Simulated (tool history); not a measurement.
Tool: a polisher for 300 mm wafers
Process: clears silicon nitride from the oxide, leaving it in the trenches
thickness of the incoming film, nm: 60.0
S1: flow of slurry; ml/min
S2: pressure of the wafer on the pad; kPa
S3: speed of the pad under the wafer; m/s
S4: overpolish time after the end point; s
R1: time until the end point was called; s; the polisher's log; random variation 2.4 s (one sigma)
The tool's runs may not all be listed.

Run 1, hour 0.0: S1 225 ml/min, S2 16.5 kPa, S3 1.06 m/s, S4 10 s. Result: R1 86.153 s.
Run 2, hour 1.2: S1 225 ml/min, S2 16.5 kPa, S3 0.84 m/s, S4 10 s. Result: R1 110.120 s.
Run 3, hour 3.7: S1 225 ml/min, S2 19.3 kPa, S3 0.84 m/s, S4 10 s. Result: R1 96.555 s.
Run 4, hour 11.3: S1 225 ml/min, S2 17.9 kPa, S3 0.82 m/s, S4 10 s. Result: R1 105.220 s.
Run 5, hour 15.5: S1 225 ml/min, S2 17.2 kPa, S3 0.82 m/s, S4 10 s. Result: R1 109.030 s.
Run 6, hour 22.0: S1 170 ml/min, S2 17.2 kPa, S3 0.82 m/s, S4 10 s. Result: R1 110.710 s.
Run 7, hour 24.4: S1 170 ml/min, S2 16.5 kPa, S3 0.82 m/s, S4 10 s. Result: R1 116.920 s.
Run 8, hour 26.3: S1 170 ml/min, S2 15.9 kPa, S3 0.82 m/s, S4 10 s. Result: R1 120.490 s.

Run 9 comes next. What will it give?
Run 9, hour 34.7: S1 170 ml/min, S2 15.9 kPa, S3 0.82 m/s, S4 10 s. Result: R1 ?.

Run 9 gave R1 122.160 s.
